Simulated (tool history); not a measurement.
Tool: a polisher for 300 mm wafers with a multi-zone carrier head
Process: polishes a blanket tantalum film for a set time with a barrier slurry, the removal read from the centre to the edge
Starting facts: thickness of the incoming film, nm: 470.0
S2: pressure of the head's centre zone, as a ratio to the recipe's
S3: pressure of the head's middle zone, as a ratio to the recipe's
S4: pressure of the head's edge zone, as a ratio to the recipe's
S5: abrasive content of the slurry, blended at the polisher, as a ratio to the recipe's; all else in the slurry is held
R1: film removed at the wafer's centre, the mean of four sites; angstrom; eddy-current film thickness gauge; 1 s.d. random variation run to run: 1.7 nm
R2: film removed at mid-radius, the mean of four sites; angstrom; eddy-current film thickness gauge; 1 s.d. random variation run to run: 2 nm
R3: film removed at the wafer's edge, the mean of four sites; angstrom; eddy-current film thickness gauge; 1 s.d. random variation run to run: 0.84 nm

Run 1, hour 0.0: flow of slurry (ml/min) 145, S2 1.00, S3 1.00, S4 1.00, S5 1.00, polishing time (s) 89. Result: R1 1021.4 angstrom, R2 1075.1 angstrom, R3 1092.9 angstrom.
Run 2, hour 2.7: flow of slurry (ml/min) 165, S2 1.05, S3 1.01, S4 0.99, S5 1.15, polishing time (s) 90. Result: R1 1155.5 angstrom, R2 1182.7 angstrom, R3 1147.3 angstrom.
Run 3, hour 3.3: flow of slurry (ml/min) 165, S2 1.05, S3 1.01, S4 0.96, S5 1.15, polishing time (s) 90. Result: R1 1157.9 angstrom, R2 1166.0 angstrom, R3 1125.0 angstrom.
Run 4, hour 6.3: flow of slurry (ml/min) 165, S2 1.01, S3 1.01, S4 0.96, S5 1.15, polishing time (s) 90. Result: R1 1087.8 angstrom, R2 1182.4 angstrom, R3 1116.6 angstrom.
Run 5, hour 13.8: flow of slurry (ml/min) 175, S2 1.06, S3 1.01, S4 0.97, S5 1.25, polishing time (s) 91. Result: R1 1213.1 angstrom, R2 1212.1 angstrom, R3 1171.7 angstrom.
Run 6, hour 17.2: flow of slurry (ml/min) 185, S2 1.09, S3 1.02, S4 0.98, S5 1.30, polishing time (s) 92. Result: R1 1262.6 angstrom, R2 1234.6 angstrom, R3 1189.2 angstrom.
At hour 21.5: centre zone pressure recalibrated.
Run 7, hour 21.5: flow of slurry (ml/min) 190, S2 1.12, S3 1.02, S4 0.97, S5 1.35, polishing time (s) 95. Result: R1 1451.4 angstrom, R2 1271.8 angstrom, R3 1233.6 angstrom.
Run 8, hour 22.7: flow of slurry (ml/min) 195, S2 1.13, S3 1.04, S4 0.99, S5 1.40, polishing time (s) 96. Result: R1 1490.0 angstrom, R2 1329.7 angstrom, R3 1282.1 angstrom.
Run 9, hour 28.5: flow of slurry (ml/min) 200, S2 1.14, S3 1.05, S4 1.00, S5 1.45, polishing time (s) 96. Result: R1 1547.4 angstrom, R2 1374.3 angstrom, R3 1300.3 angstrom.

Predict the results of run 10:
Run 10, hour 30.8: flow of slurry (ml/min) 220, S2 1.16, S3 1.04, S4 1.04, S5 1.50, polishing time (s) 96. Result: R1 ?, R2 ?, R3 ?.

{"run 10": {"R1": 1570.3, "R2": 1379.5, "R3": 1356.2}}

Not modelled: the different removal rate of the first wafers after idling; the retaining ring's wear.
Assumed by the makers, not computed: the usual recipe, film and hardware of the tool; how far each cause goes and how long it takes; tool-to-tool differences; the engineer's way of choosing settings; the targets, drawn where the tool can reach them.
